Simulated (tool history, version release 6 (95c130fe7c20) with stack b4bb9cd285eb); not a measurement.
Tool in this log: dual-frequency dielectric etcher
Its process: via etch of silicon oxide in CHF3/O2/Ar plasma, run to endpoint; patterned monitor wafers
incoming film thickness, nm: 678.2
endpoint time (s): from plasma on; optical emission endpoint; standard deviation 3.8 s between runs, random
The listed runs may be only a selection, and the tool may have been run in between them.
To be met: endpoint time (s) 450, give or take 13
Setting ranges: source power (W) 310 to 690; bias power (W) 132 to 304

run,day,source power (W),bias power (W),endpoint time (s)
1,0,500,218,343.67
2,0.108,460,218,364.67
3,0.471,420,211,378.41
4,0.583,420,187,405.98
5,0.733,390,184,419.18
# day 0.808: bias power generator calibrated
6,0.808,390,201,403.72
7,0.875,370,196,419.66
8,1.104,350,194,433.4

Below are 4 possible settings for the next run. Only one of them brings all results inside the allowed miss of their targets. Which is it?
A,1.333,370,203,?
B,1.333,330,189,?
C,1.333,390,184,?
D,1.333,380,199,?

move,endpoint time (s)
A,414.69
B,456.31
C,418.21
D,411.65
A: further off than the last run
B: every result lands within tolerance
C: further off than the last run
D: further off than the last run
Correct choice: B, which meets every target

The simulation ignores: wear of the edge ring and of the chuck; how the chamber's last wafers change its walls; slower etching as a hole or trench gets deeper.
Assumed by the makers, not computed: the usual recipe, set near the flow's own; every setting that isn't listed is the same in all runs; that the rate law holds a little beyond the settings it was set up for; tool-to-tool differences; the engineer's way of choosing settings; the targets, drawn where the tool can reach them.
